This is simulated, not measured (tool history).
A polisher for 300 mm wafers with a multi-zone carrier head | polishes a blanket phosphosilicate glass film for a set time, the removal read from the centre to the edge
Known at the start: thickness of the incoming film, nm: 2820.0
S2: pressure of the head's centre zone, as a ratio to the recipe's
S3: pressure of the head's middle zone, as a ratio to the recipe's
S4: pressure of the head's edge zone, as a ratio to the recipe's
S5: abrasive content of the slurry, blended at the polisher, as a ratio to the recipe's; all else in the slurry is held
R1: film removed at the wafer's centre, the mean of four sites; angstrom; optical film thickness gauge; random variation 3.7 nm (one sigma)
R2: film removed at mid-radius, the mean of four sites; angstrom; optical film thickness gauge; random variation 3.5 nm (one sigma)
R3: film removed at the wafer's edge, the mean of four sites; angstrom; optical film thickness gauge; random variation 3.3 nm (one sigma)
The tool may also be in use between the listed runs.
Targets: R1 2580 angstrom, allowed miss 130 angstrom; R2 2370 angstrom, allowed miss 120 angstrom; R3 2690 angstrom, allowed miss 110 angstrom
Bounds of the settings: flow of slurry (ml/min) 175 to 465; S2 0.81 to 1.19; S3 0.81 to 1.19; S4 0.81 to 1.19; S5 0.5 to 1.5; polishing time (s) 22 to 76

run 1 hour=0 | flow_of_slurry_(ml/min)=295 S2=1 S3=1 S4=1 S5=1 polishing_time_(s)=49 | R1=4448.6 R2=4472.4 R3=4418.2
run 2 hour=6 | flow_of_slurry_(ml/min)=290 S2=0.99 S3=0.97 S4=1 S5=0.9 polishing_time_(s)=47 | R1=3930 R2=4089 R3=4152.3
run 3 hour=9.4 | flow_of_slurry_(ml/min)=290 S2=0.99 S3=1.05 S4=1 S5=0.9 polishing_time_(s)=47 | R1=3954.3 R2=4244.2 R3=4121.7
run 4 hour=17.4 | flow_of_slurry_(ml/min)=290 S2=0.99 S3=1.1 S4=1 S5=0.9 polishing_time_(s)=47 | R1=4029.8 R2=4479.4 R3=4208.1
run 5 hour=21.8 | flow_of_slurry_(ml/min)=290 S2=0.99 S3=1.1 S4=1 S5=0.75 polishing_time_(s)=47 | R1=3794 R2=4221.9 R3=3811.4
run 6 hour=26.6 | flow_of_slurry_(ml/min)=285 S2=0.99 S3=1.05 S4=1.02 S5=0.7 polishing_time_(s)=45 | R1=3496.3 R2=3720.5 R3=3558.4
run 7 hour=30.4 | flow_of_slurry_(ml/min)=280 S2=0.99 S3=1.02 S4=1.03 S5=0.65 polishing_time_(s)=43 | R1=3130.7 R2=3333.1 R3=3369.1
run 8 hour=39.2 | flow_of_slurry_(ml/min)=280 S2=0.99 S3=1.02 S4=1.03 S5=0.65 polishing_time_(s)=43 | R1=3270.2 R2=3302.9 R3=3359.2
run 9 hour=48.2 | flow_of_slurry_(ml/min)=280 S2=0.99 S3=1 S4=1.03 S5=0.6 polishing_time_(s)=42 | R1=3044.9 R2=3156.7 R3=3261
run 10 hour=50.3 | flow_of_slurry_(ml/min)=280 S2=1 S3=0.99 S4=1.03 S5=0.6 polishing_time_(s)=41 | R1=3077.8 R2=3060.2 R3=3076.8
run 11 hour=51.8 | flow_of_slurry_(ml/min)=260 S2=0.91 S3=0.89 S4=1.05 S5=0.5 polishing_time_(s)=37 | R1=2263.3 R2=2297 R3=2627.9
run 12 hour=52.9 | flow_of_slurry_(ml/min)=265 S2=0.93 S3=0.89 S4=1.05 S5=0.5 polishing_time_(s)=37 | R1=2348 R2=2365 R3=2659
run 13 hour=59.1 | flow_of_slurry_(ml/min)=270 S2=0.94 S3=0.88 S4=1.05 S5=0.5 polishing_time_(s)=37 | R1=2310.9 R2=2307.3 R3=2633.1
run 14 hour=60.4 | flow_of_slurry_(ml/min)=270 S2=0.96 S3=0.88 S4=1.05 S5=0.5 polishing_time_(s)=37 | R1=2331 R2=2265.4 R3=2656.1
run 15 hour=62.2 | flow_of_slurry_(ml/min)=270 S2=0.98 S3=0.89 S4=1.04 S5=0.5 polishing_time_(s)=37 | R1=2444.3 R2=2354.6 R3=2640

Which of these 5 next moves meets every target?
run A hour=64 | flow_of_slurry_(ml/min)=195 S2=1.04 S3=0.91 S4=0.92 S5=0.65 polishing_time_(s)=33 | R1=? R2=? R3=?
run B hour=64 | flow_of_slurry_(ml/min)=265 S2=1.08 S3=0.84 S4=1.11 S5=0.55 polishing_time_(s)=35 | R1=? R2=? R3=?
run C hour=64 | flow_of_slurry_(ml/min)=265 S2=1.02 S3=0.89 S4=1.04 S5=0.6 polishing_time_(s)=35 | R1=? R2=? R3=?
run D hour=64 | flow_of_slurry_(ml/min)=200 S2=0.95 S3=0.93 S4=1.03 S5=0.55 polishing_time_(s)=36 | R1=? R2=? R3=?
run E hour=64 | flow_of_slurry_(ml/min)=275 S2=0.92 S3=0.92 S4=1.06 S5=0.5 polishing_time_(s)=37 | R1=? R2=? R3=?

move=A R1=2467.7 R2=2254.8 R3=2459.5
move=B R1=2631.6 R2=2159 R3=2733.8
move=C R1=2573.5 R2=2345.8 R3=2740
move=D R1=2306 R2=2350.1 R3=2650.3
move=E R1=2287.9 R2=2378.4 R3=2723.1
A: brings the result that was furthest off to its target, and leaves another outside
B: brings the result that was furthest off to its target, and leaves another outside
C: meets every target
D: further off than the last run
E: further off than the last run
The right move is C.
